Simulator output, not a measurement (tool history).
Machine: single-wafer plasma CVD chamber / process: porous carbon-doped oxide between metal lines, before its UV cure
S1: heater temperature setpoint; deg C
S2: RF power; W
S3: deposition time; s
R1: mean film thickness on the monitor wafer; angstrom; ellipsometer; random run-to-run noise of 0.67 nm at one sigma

run  hour   S1   S2    S3      R1
  1   0.0  300  555  22.2  1315.6
  2   7.6  292  555  22.2  1411.1
  3   8.5  296  555  22.2  1347.8
  4  13.7  299  550  22.2  1315.5
  5  21.7  299  550  21.2  1274.1
  6  22.4  299  550  22.2  1308.2
  7  26.1  301  550  22.2  1297.7
  8  34.5  303  550  22.2  1295.8
  9  43.0  305  545  22.2  1269.9
 10  49.1  307  540  22.2  1249.0

Forecast run 11:
     54.9  -- thermocouple changed; heater temperature recalibrated
 11  54.9  309  535  22.2   ?

{"run 11": {"R1": 1171.8}}

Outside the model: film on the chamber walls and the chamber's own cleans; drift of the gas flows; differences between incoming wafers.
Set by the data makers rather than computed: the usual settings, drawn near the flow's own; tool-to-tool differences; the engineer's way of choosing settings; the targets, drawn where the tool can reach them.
